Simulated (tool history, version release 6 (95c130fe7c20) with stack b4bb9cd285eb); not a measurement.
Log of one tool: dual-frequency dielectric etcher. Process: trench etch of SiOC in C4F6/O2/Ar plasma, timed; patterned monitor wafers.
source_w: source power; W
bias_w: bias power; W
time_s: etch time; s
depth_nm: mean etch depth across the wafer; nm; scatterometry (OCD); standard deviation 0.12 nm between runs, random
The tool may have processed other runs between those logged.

| run | hour | source_w | bias_w | time_s | depth_nm |
|---|---|---|---|---|---|
| 1 | 0 | 460 | 229 | 15 | 37.168 |
| 2 | 1 | 430 | 213 | 15 | 35.141 |
| 3 | 8.4 | 400 | 203 | 15 | 33.952 |
| 4 | 14.3 | 400 | 203 | 14 | 31.497 |
| 5 | 22.7 | 400 | 236 | 14 | 32.775 |
| 6 | 27.7 | 370 | 236 | 14 | 31.921 |
| 7 | 36.3 | 350 | 233 | 14 | 31.13 |
| 8 | 39.6 | 330 | 231 | 14 | 30.53 |

Run 9 is up next; what results do you expect?
| 9 | 40.3 | 320 | 229 | 14 | ? |

{"run 9": {"depth_nm": 30.233}}

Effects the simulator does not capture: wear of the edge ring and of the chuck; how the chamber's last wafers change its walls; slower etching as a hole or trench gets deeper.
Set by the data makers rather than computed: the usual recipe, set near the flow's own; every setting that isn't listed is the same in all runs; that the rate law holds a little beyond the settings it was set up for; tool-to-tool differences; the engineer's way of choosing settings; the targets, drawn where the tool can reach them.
